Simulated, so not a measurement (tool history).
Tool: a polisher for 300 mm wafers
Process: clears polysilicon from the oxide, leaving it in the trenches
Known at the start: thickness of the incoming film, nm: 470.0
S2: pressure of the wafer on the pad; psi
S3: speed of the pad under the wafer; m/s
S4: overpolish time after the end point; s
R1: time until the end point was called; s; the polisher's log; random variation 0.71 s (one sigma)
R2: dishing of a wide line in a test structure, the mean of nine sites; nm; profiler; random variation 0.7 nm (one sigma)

run 1 hour=0.0 | flow_of_slurry_(ml/min)=205 S2=1.7 S3=1.22 S4=15 | R1=51.444 R2=79.322
run 2 hour=0.7 | flow_of_slurry_(ml/min)=205 S2=1.7 S3=1.40 S4=15 | R1=46.733 R2=82.112
run 3 hour=9.3 | flow_of_slurry_(ml/min)=195 S2=1.5 S3=1.42 S4=13 | R1=52.465 R2=73.761
run 4 hour=12.0 | flow_of_slurry_(ml/min)=180 S2=1.4 S3=1.46 S4=11 | R1=55.628 R2=64.041
run 5 hour=13.0 | flow_of_slurry_(ml/min)=180 S2=1.4 S3=1.46 S4=7 | R1=55.255 R2=48.222
run 6 hour=21.5 | flow_of_slurry_(ml/min)=180 S2=1.4 S3=1.46 S4=10 | R1=54.969 R2=63.268
run 7 hour=25.1 | flow_of_slurry_(ml/min)=205 S2=1.4 S3=1.38 S4=9 | R1=57.269 R2=56.905
run 8 hour=28.4 | flow_of_slurry_(ml/min)=190 S2=1.4 S3=1.30 S4=8 | R1=59.723 R2=52.435
run 9 hour=31.9 | flow_of_slurry_(ml/min)=180 S2=1.4 S3=1.22 S4=7 | R1=63.839 R2=45.998
run 10 hour=33.1 | flow_of_slurry_(ml/min)=125 S2=1.7 S3=0.88 S4=4 | R1=71.180 R2=25.881
run 11 hour=41.0 | flow_of_slurry_(ml/min)=125 S2=1.7 S3=0.88 S4=4 | R1=71.651 R2=26.791
run 12 hour=48.5 | flow_of_slurry_(ml/min)=130 S2=1.7 S3=0.88 S4=4 | R1=72.440 R2=26.590

The next listed run, before its measurement:
run 13 hour=54.7 | flow_of_slurry_(ml/min)=135 S2=1.7 S3=0.88 S4=4 | R1=? R2=?

R1: 71.018 s
R2: 26.219 nm
